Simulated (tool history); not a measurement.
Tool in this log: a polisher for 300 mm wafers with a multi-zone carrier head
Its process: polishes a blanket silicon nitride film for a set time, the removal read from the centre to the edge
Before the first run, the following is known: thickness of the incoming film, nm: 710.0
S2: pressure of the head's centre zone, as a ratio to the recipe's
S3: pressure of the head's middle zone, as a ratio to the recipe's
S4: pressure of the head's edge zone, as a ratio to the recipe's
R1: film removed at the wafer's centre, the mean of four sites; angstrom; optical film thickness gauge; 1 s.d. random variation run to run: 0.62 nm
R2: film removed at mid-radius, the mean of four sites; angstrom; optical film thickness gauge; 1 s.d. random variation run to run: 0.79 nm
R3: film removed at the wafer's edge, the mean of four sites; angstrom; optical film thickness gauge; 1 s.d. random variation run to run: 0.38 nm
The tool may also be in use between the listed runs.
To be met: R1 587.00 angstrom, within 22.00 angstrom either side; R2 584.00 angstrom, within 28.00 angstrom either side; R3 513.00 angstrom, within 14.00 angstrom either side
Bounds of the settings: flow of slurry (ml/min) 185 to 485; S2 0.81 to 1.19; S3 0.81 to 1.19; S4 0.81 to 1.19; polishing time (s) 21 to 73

{"run": 1, "hour": 0.0, "flow of slurry (ml/min)": 310, "S2": 1.0, "S3": 1.0, "S4": 1.0, "polishing time (s)": 47, "R1": 810.37, "R2": 778.05, "R3": 796.14}
{"run": 2, "hour": 6.9, "flow of slurry (ml/min)": 280, "S2": 1.0, "S3": 1.0, "S4": 1.0, "polishing time (s)": 47, "R1": 804.99, "R2": 802.04, "R3": 797.56}
{"run": 3, "hour": 15.9, "flow of slurry (ml/min)": 280, "S2": 1.0, "S3": 1.0, "S4": 1.0, "polishing time (s)": 56, "R1": 945.45, "R2": 926.15, "R3": 938.38}
{"run": 4, "hour": 17.3, "flow of slurry (ml/min)": 280, "S2": 1.06, "S3": 1.0, "S4": 1.0, "polishing time (s)": 56, "R1": 984.0, "R2": 937.63, "R3": 957.17}
{"run": 5, "hour": 23.1, "flow of slurry (ml/min)": 280, "S2": 1.06, "S3": 1.01, "S4": 0.96, "polishing time (s)": 50, "R1": 878.63, "R2": 860.47, "R3": 837.9}
{"run": 6, "hour": 26.6, "flow of slurry (ml/min)": 280, "S2": 1.06, "S3": 0.95, "S4": 0.96, "polishing time (s)": 50, "R1": 892.85, "R2": 815.0, "R3": 840.42}
{"run": 7, "hour": 33.0, "flow of slurry (ml/min)": 280, "S2": 1.07, "S3": 0.96, "S4": 0.93, "polishing time (s)": 45, "R1": 819.53, "R2": 734.66, "R3": 739.08}
{"run": 8, "hour": 40.6, "flow of slurry (ml/min)": 275, "S2": 1.06, "S3": 0.98, "S4": 0.91, "polishing time (s)": 42, "R1": 758.05, "R2": 672.11, "R3": 691.38}
{"run": 9, "hour": 47.9, "flow of slurry (ml/min)": 290, "S2": 1.07, "S3": 1.03, "S4": 0.91, "polishing time (s)": 39, "R1": 717.15, "R2": 663.42, "R3": 639.13}
{"run": 10, "hour": 52.9, "flow of slurry (ml/min)": 290, "S2": 1.07, "S3": 1.05, "S4": 0.9, "polishing time (s)": 37, "R1": 672.67, "R2": 643.18, "R3": 605.53}
{"run": 11, "hour": 57.6, "flow of slurry (ml/min)": 295, "S2": 1.07, "S3": 1.06, "S4": 0.89, "polishing time (s)": 36, "R1": 654.86, "R2": 645.72, "R3": 576.7}
{"run": 12, "hour": 60.5, "flow of slurry (ml/min)": 295, "S2": 1.06, "S3": 1.06, "S4": 0.88, "polishing time (s)": 35, "R1": 626.16, "R2": 642.61, "R3": 568.4}
{"run": 13, "hour": 69.5, "flow of slurry (ml/min)": 295, "S2": 1.06, "S3": 1.06, "S4": 0.87, "polishing time (s)": 34, "R1": 612.94, "R2": 603.65, "R3": 547.45}
{"run": 14, "hour": 74.6, "flow of slurry (ml/min)": 295, "S2": 1.06, "S3": 1.06, "S4": 0.86, "polishing time (s)": 34, "R1": 613.45, "R2": 617.27, "R3": 547.81}
{"run": 15, "hour": 80.4, "flow of slurry (ml/min)": 295, "S2": 1.06, "S3": 1.06, "S4": 0.85, "polishing time (s)": 34, "R1": 612.25, "R2": 601.64, "R3": 545.03}
{"run": 16, "hour": 81.1, "flow of slurry (ml/min)": 295, "S2": 1.06, "S3": 1.06, "S4": 0.84, "polishing time (s)": 34, "R1": 632.37, "R2": 602.9, "R3": 541.38}
{"run": 17, "hour": 89.8, "flow of slurry (ml/min)": 295, "S2": 1.05, "S3": 1.06, "S4": 0.84, "polishing time (s)": 34, "R1": 616.76, "R2": 602.55, "R3": 538.5}
{"run": 18, "hour": 90.3, "flow of slurry (ml/min)": 295, "S2": 1.04, "S3": 1.06, "S4": 0.83, "polishing time (s)": 34, "R1": 609.98, "R2": 604.96, "R3": 538.57}

4 candidate next runs follow, results not yet known. Just one meets every target within its allowed miss. Identify it.
{"run": "A", "hour": 90.8, "flow of slurry (ml/min)": 305, "S2": 1.11, "S3": 1.17, "S4": 0.97, "polishing time (s)": 32, "R1": "?", "R2": "?", "R3": "?"}
{"run": "B", "hour": 90.8, "flow of slurry (ml/min)": 290, "S2": 0.96, "S3": 1.03, "S4": 0.89, "polishing time (s)": 35, "R1": "?", "R2": "?", "R3": "?"}
{"run": "C", "hour": 90.8, "flow of slurry (ml/min)": 285, "S2": 0.96, "S3": 1.02, "S4": 0.87, "polishing time (s)": 35, "R1": "?", "R2": "?", "R3": "?"}
{"run": "D", "hour": 90.8, "flow of slurry (ml/min)": 205, "S2": 1.07, "S3": 1.09, "S4": 0.82, "polishing time (s)": 34, "R1": "?", "R2": "?", "R3": "?"}

move=A R1=602.15 R2=624.42 R3=534.09
move=B R1=564.98 R2=609.53 R3=562.71
move=C R1=563.71 R2=603.33 R3=556.90
move=D R1=580.29 R2=591.53 R3=509.99
A: nearer the targets than the last run, but a result is still out of spec
B: lands further from the targets than the last run did
C: lands further from the targets than the last run did
D: every result lands within tolerance
So the answer is move D, the one that meets all the targets.
